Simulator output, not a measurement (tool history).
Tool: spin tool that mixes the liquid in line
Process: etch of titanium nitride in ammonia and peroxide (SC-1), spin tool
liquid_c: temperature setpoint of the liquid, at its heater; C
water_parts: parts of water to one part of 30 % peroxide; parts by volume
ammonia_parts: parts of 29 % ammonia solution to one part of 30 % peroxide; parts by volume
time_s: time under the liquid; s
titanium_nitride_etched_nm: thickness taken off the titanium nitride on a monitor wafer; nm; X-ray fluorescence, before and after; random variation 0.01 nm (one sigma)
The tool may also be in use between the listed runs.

| run | hour | liquid_c | water_parts | ammonia_parts | time_s | titanium_nitride_etched_nm |
|---|---|---|---|---|---|---|
| 1 | 0.0 | 48.0 | 9.0 | 0.75 | 65 | 4.4146 |
| 2 | 1.0 | 48.0 | 9.0 | 0.85 | 65 | 4.5060 |
| 3 | 9.1 | 46.5 | 9.0 | 0.85 | 65 | 4.0578 |
| 4 | 18.1 | 50.0 | 9.0 | 0.85 | 65 | 5.2052 |
| 5 | 23.6 | 50.0 | 7.0 | 0.85 | 65 | 5.8450 |
| 6 | 24.2 | 50.0 | 9.5 | 0.85 | 65 | 5.0820 |
| 7 | 30.8 | 48.5 | 9.5 | 0.85 | 65 | 4.5515 |
| 8 | 31.7 | 47.0 | 9.5 | 0.85 | 65 | 4.0941 |
| 9 | 38.9 | 46.0 | 9.5 | 0.85 | 65 | 3.8091 |
| 10 | 43.2 | 45.0 | 9.5 | 0.85 | 65 | 3.5371 |
| 11 | 46.6 | 45.0 | 9.5 | 0.85 | 65 | 3.5327 |
| 12 | 48.2 | 38.5 | 9.5 | 0.85 | 65 | 2.2097 |

Run 13 comes next. What will it give?
| 13 | 49.8 | 39.0 | 9.5 | 0.85 | 65 | ? |

Run 13 gave titanium_nitride_etched_nm 2.2752 nm.
